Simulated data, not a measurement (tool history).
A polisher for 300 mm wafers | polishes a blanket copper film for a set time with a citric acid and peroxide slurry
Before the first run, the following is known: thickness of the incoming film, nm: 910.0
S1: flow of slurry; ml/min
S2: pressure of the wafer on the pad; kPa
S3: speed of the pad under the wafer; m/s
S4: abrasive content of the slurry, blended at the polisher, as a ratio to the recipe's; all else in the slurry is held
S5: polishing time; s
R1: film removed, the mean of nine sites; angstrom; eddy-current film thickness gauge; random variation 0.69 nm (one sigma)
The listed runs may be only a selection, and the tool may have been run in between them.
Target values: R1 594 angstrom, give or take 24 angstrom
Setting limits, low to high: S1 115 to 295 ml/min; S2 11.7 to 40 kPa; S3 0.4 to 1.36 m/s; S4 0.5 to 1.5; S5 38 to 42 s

Run 1, hour 0: S1 190 ml/min, S2 25.5 kPa, S3 0.88 m/s, S4 1, S5 42 s. Result: R1 1069.3 angstrom.
Run 2, hour 4.1: S1 190 ml/min, S2 25.5 kPa, S3 0.88 m/s, S4 1, S5 38 s. Result: R1 951.73 angstrom.
Run 3, hour 8.8: S1 190 ml/min, S2 21.4 kPa, S3 0.88 m/s, S4 1, S5 38 s. Result: R1 802.62 angstrom.
Run 4, hour 14.9: S1 190 ml/min, S2 19.3 kPa, S3 0.88 m/s, S4 1, S5 38 s. Result: R1 717.86 angstrom.
Run 5, hour 19.3: S1 190 ml/min, S2 19.3 kPa, S3 0.88 m/s, S4 1.2, S5 38 s. Result: R1 766.18 angstrom.
Run 6, hour 26.5: S1 190 ml/min, S2 17.2 kPa, S3 0.88 m/s, S4 1.2, S5 38 s. Result: R1 676.32 angstrom.
Run 7, hour 33.7: S1 190 ml/min, S2 16.5 kPa, S3 0.88 m/s, S4 1.2, S5 38 s. Result: R1 653.11 angstrom.
Run 8, hour 41.2: S1 190 ml/min, S2 15.9 kPa, S3 0.88 m/s, S4 1.2, S5 38 s. Result: R1 629.59 angstrom.

Pick the move, out of 5, that brings all results within their allowed miss; only one does.
Run A, hour 48.7: S1 205 ml/min, S2 15.2 kPa, S3 0.8 m/s, S4 1.15, S5 38 s. Result: R1 ?.
Run B, hour 48.7: S1 230 ml/min, S2 13.1 kPa, S3 0.98 m/s, S4 1.3, S5 42 s. Result: R1 ?.
Run C, hour 48.7: S1 215 ml/min, S2 15.9 kPa, S3 0.82 m/s, S4 1.15, S5 38 s. Result: R1 ?.
Run D, hour 48.7: S1 190 ml/min, S2 17.2 kPa, S3 0.82 m/s, S4 1.15, S5 39 s. Result: R1 ?.
Run E, hour 48.7: S1 160 ml/min, S2 17.9 kPa, S3 0.92 m/s, S4 0.9, S5 38 s. Result: R1 ?.

move      R1
   A  555.97
   B  676.34
   C  596.58
   D  653.15
   E  670.65
A: pushes the last run's worst result past its target
B: misses by more than the last run did
C: every result lands within tolerance
D: misses by more than the last run did
E: misses by more than the last run did
C is the move that brings every result within its allowed miss.
